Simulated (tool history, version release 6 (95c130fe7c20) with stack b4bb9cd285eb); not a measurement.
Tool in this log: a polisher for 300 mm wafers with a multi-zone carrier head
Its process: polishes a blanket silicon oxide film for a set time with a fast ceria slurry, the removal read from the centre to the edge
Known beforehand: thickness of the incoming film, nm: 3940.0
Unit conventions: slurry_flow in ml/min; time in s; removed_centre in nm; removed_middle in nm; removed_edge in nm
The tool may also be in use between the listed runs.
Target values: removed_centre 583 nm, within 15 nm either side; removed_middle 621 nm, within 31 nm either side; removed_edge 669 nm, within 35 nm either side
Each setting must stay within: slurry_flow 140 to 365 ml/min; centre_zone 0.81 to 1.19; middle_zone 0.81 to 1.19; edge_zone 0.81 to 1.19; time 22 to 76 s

{"run": 1, "hour": 0.0, "slurry_flow": 235, "centre_zone": 1, "middle_zone": 1, "edge_zone": 1, "time": 49, "removed_centre": 904.41, "removed_middle": 904.62, "removed_edge": 934.1}
{"run": 2, "hour": 3.1, "slurry_flow": 255, "centre_zone": 1, "middle_zone": 1, "edge_zone": 1, "time": 49, "removed_centre": 901.06, "removed_middle": 942.43, "removed_edge": 914.07}
{"run": 3, "hour": 11.8, "slurry_flow": 300, "centre_zone": 1, "middle_zone": 1, "edge_zone": 1, "time": 49, "removed_centre": 927.37, "removed_middle": 933.04, "removed_edge": 943.05}
{"run": 4, "hour": 19.8, "slurry_flow": 300, "centre_zone": 1, "middle_zone": 1.08, "edge_zone": 1, "time": 49, "removed_centre": 942.85, "removed_middle": 982.48, "removed_edge": 933.43}
{"run": 5, "hour": 23.5, "slurry_flow": 300, "centre_zone": 1, "middle_zone": 1.08, "edge_zone": 1.04, "time": 49, "removed_centre": 934.14, "removed_middle": 987.28, "removed_edge": 935.48}
{"run": 6, "hour": 29.8, "slurry_flow": 300, "centre_zone": 1, "middle_zone": 1.08, "edge_zone": 1.08, "time": 49, "removed_centre": 927.06, "removed_middle": 1007.4, "removed_edge": 992.43}
{"run": 7, "hour": 37.5, "slurry_flow": 295, "centre_zone": 0.97, "middle_zone": 1.04, "edge_zone": 1.05, "time": 47, "removed_centre": 868.96, "removed_middle": 912.59, "removed_edge": 914.57}
{"run": 8, "hour": 42.5, "slurry_flow": 295, "centre_zone": 0.97, "middle_zone": 1.04, "edge_zone": 1.05, "time": 47, "removed_centre": 876.73, "removed_middle": 917.82, "removed_edge": 899.83}
{"run": 9, "hour": 51.5, "slurry_flow": 285, "centre_zone": 0.94, "middle_zone": 1.02, "edge_zone": 1.07, "time": 45, "removed_centre": 798, "removed_middle": 851.72, "removed_edge": 896.81}
{"run": 10, "hour": 57.0, "slurry_flow": 280, "centre_zone": 0.92, "middle_zone": 1.01, "edge_zone": 1.05, "time": 44, "removed_centre": 764.69, "removed_middle": 820.6, "removed_edge": 858.48}
{"run": 11, "hour": 65.0, "slurry_flow": 280, "centre_zone": 0.92, "middle_zone": 1.01, "edge_zone": 1.05, "time": 44, "removed_centre": 764.37, "removed_middle": 801.51, "removed_edge": 875.81}
{"run": 12, "hour": 68.5, "slurry_flow": 280, "centre_zone": 0.91, "middle_zone": 1.02, "edge_zone": 1.03, "time": 42, "removed_centre": 720.88, "removed_middle": 807.58, "removed_edge": 820.31}
{"run": 13, "hour": 76.4, "slurry_flow": 280, "centre_zone": 0.91, "middle_zone": 1.02, "edge_zone": 1.03, "time": 42, "removed_centre": 713.95, "removed_middle": 804.33, "removed_edge": 818.71}
{"run": 14, "hour": 81.8, "slurry_flow": 235, "centre_zone": 0.83, "middle_zone": 0.92, "edge_zone": 0.93, "time": 36, "removed_centre": 550.92, "removed_middle": 614.12, "removed_edge": 652.68}

Below are 4 possible settings for the next run. Only one of them brings all results inside the allowed miss of their targets. Which is it?
{"run": "A", "hour": 87.2, "slurry_flow": 290, "centre_zone": 0.87, "middle_zone": 0.96, "edge_zone": 1.02, "time": 38, "removed_centre": "?", "removed_middle": "?", "removed_edge": "?"}
{"run": "B", "hour": 87.2, "slurry_flow": 250, "centre_zone": 0.84, "middle_zone": 1.01, "edge_zone": 0.87, "time": 34, "removed_centre": "?", "removed_middle": "?", "removed_edge": "?"}
{"run": "C", "hour": 87.2, "slurry_flow": 255, "centre_zone": 0.84, "middle_zone": 0.87, "edge_zone": 0.91, "time": 37, "removed_centre": "?", "removed_middle": "?", "removed_edge": "?"}
{"run": "D", "hour": 87.2, "slurry_flow": 260, "centre_zone": 0.92, "middle_zone": 0.98, "edge_zone": 0.81, "time": 34, "removed_centre": "?", "removed_middle": "?", "removed_edge": "?"}

move=A removed_centre=624.99 removed_middle=678.49 removed_edge=726.42
move=B removed_centre=531.18 removed_middle=622.16 removed_edge=596.14
move=C removed_centre=578.85 removed_middle=605.87 removed_edge=664.36
move=D removed_centre=584.75 removed_middle=610.17 removed_edge=579.53
A: takes the biggest miss from the last run beyond its target
B: moves away from the targets compared with the last run
C: meets every target
D: corrects the largest miss of the last run, while another result sits out of spec
The right move is C.

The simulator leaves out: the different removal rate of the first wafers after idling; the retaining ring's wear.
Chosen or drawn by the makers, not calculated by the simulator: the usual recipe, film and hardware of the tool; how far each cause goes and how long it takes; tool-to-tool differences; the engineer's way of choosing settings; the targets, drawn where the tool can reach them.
